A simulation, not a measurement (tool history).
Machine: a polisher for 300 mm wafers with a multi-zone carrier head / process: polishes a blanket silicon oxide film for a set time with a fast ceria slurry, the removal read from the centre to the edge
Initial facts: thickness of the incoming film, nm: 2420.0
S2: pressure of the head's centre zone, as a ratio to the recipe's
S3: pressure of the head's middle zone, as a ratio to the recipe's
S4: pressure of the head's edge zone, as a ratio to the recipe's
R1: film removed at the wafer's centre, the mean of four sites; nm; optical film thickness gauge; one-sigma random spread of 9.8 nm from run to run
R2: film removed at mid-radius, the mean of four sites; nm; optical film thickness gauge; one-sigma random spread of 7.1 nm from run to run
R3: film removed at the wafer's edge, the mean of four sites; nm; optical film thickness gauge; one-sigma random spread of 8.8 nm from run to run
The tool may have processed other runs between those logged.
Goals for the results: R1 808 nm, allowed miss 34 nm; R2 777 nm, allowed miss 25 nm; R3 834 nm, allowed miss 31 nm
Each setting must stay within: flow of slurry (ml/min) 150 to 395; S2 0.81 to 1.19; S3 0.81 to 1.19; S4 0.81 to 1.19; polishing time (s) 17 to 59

Run 1, hour 0: flow of slurry (ml/min) 250, S2 1, S3 1, S4 1, polishing time (s) 38. Result: R1 613.49 nm, R2 600.99 nm, R3 609.8 nm.
Run 2, hour 1.4: flow of slurry (ml/min) 255, S2 1.01, S3 1, S4 1.02, polishing time (s) 39. Result: R1 616.82 nm, R2 613.94 nm, R3 623.62 nm.
Run 3, hour 10.3: flow of slurry (ml/min) 255, S2 1.02, S3 0.99, S4 1.03, polishing time (s) 41. Result: R1 645.36 nm, R2 644.34 nm, R3 656.17 nm.
Run 4, hour 18.3: flow of slurry (ml/min) 300, S2 1.02, S3 0.99, S4 1.03, polishing time (s) 41. Result: R1 676.81 nm, R2 658.73 nm, R3 680.71 nm.
Run 5, hour 26.8: flow of slurry (ml/min) 300, S2 1.02, S3 0.93, S4 1.03, polishing time (s) 41. Result: R1 689.51 nm, R2 632.58 nm, R3 662.88 nm.
Run 6, hour 31.2: flow of slurry (ml/min) 310, S2 1.03, S3 0.94, S4 1.05, polishing time (s) 42. Result: R1 701.15 nm, R2 651.69 nm, R3 689.93 nm.
Run 7, hour 35.1: flow of slurry (ml/min) 315, S2 1.04, S3 0.95, S4 1.06, polishing time (s) 43. Result: R1 734.84 nm, R2 686.54 nm, R3 722.81 nm.
Run 8, hour 37.3: flow of slurry (ml/min) 320, S2 1.05, S3 0.96, S4 1.08, polishing time (s) 43. Result: R1 723.37 nm, R2 687.7 nm, R3 713.14 nm.
Run 9, hour 43.4: flow of slurry (ml/min) 325, S2 1.04, S3 0.95, S4 1.08, polishing time (s) 44. Result: R1 756.32 nm, R2 677.42 nm, R3 732.92 nm.
Run 10, hour 49.2: flow of slurry (ml/min) 325, S2 1.04, S3 0.97, S4 1.09, polishing time (s) 45. Result: R1 758.3 nm, R2 710.91 nm, R3 756.73 nm.

Which of these 5 next moves meets every target?
Run A, hour 55: flow of slurry (ml/min) 240, S2 0.86, S3 0.99, S4 1.19, polishing time (s) 51. Result: R1 ?, R2 ?, R3 ?.
Run B, hour 55: flow of slurry (ml/min) 390, S2 1.01, S3 0.81, S4 1.18, polishing time (s) 46. Result: R1 ?, R2 ?, R3 ?.
Run C, hour 55: flow of slurry (ml/min) 355, S2 1, S3 0.94, S4 1.11, polishing time (s) 49. Result: R1 ?, R2 ?, R3 ?.
Run D, hour 55: flow of slurry (ml/min) 330, S2 0.98, S3 0.95, S4 1.17, polishing time (s) 41. Result: R1 ?, R2 ?, R3 ?.
Run E, hour 55: flow of slurry (ml/min) 395, S2 1.04, S3 0.86, S4 1.14, polishing time (s) 48. Result: R1 ?, R2 ?, R3 ?.

move      R1      R2      R3
   A  701.91  810.88  889.77
   B   782.5  663.62  829.38
   C  819.22  779.52  849.91
   D  667.14   653.2  727.12
   E  842.09  722.57  850.23
A: takes the result that was furthest off past its target
B: its largest miss is bigger than the last run's
C: each result inside its tolerance
D: its largest miss is bigger than the last run's
E: closer than the last run, but not yet in spec
The right move is C.

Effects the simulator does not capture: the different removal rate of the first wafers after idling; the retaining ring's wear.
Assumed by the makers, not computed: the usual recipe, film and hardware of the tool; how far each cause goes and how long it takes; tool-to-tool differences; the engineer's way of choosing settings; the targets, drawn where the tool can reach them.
